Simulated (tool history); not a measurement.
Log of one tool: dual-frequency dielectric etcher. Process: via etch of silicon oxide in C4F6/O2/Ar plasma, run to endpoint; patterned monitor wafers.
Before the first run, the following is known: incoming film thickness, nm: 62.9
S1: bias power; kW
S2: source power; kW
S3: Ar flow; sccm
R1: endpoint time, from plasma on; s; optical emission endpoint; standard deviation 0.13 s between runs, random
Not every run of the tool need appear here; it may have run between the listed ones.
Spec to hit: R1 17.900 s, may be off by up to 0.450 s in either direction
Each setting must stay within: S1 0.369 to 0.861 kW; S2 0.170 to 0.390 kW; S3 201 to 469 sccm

| run | day | S1 | S2 | S3 | R1 |
|---|---|---|---|---|---|
| 1 | 0.000 | 0.615 | 0.280 | 335 | 14.118 |
| 2 | 0.279 | 0.615 | 0.330 | 335 | 13.353 |
| 3 | 0.546 | 0.615 | 0.310 | 335 | 13.652 |
| 4 | 0.617 | 0.545 | 0.310 | 335 | 14.397 |
| 5 | 0.925 | 0.545 | 0.310 | 361 | 14.368 |
| 6 | 1.179 | 0.526 | 0.300 | 362 | 15.090 |
| 7 | 1.271 | 0.511 | 0.300 | 364 | 14.870 |
| 8 | 1.362 | 0.495 | 0.290 | 366 | 15.499 |

Below are 5 possible settings for the next run. Only one of them brings all results inside the allowed miss of their targets. Which is it?
| A | 1.454 | 0.442 | 0.270 | 396 | ? |
| B | 1.454 | 0.517 | 0.230 | 391 | ? |
| C | 1.454 | 0.413 | 0.250 | 464 | ? |
| D | 1.454 | 0.672 | 0.370 | 342 | ? |
| E | 1.454 | 0.398 | 0.300 | 407 | ? |

| move | R1 |
|---|---|
| A | 16.885 |
| B | 16.577 |
| C | 18.160 |
| D | 12.348 |
| E | 17.125 |
A: closes in on the targets versus the last run, not all within tolerance yet
B: closes in on the targets versus the last run, not all within tolerance yet
C: every result lands within tolerance
D: lands further from the targets than the last run did
E: closes in on the targets versus the last run, not all within tolerance yet
Move C is the one to make.
